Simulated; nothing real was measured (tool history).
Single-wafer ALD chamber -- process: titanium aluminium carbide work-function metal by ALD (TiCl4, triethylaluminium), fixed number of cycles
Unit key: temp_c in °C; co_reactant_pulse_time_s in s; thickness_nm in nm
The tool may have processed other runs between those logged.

{"run": 1, "day": 0.0, "temp_c": 305, "co_reactant_pulse_time_s": 15.65, "thickness_nm": 2.1613}
{"run": 2, "day": 0.296, "temp_c": 310, "co_reactant_pulse_time_s": 16.01, "thickness_nm": 2.1922}
{"run": 3, "day": 0.404, "temp_c": 310, "co_reactant_pulse_time_s": 19.31, "thickness_nm": 2.216}
{"run": 4, "day": 0.592, "temp_c": 314, "co_reactant_pulse_time_s": 19.72, "thickness_nm": 2.2659}
{"run": 5, "day": 0.892, "temp_c": 304, "co_reactant_pulse_time_s": 19.72, "thickness_nm": 2.1589}
{"run": 6, "day": 1.204, "temp_c": 304, "co_reactant_pulse_time_s": 15.93, "thickness_nm": 2.1437}
{"run": 7, "day": 1.233, "temp_c": 309, "co_reactant_pulse_time_s": 16.4, "thickness_nm": 2.1895}
{"run": 8, "day": 1.575, "temp_c": 313, "co_reactant_pulse_time_s": 16.83, "thickness_nm": 2.2336}

Run 9 is up next; what results do you expect?
{"run": 9, "day": 1.85, "temp_c": 313, "co_reactant_pulse_time_s": 16.83, "thickness_nm": "?"}

thickness_nm: 2.2491 nm
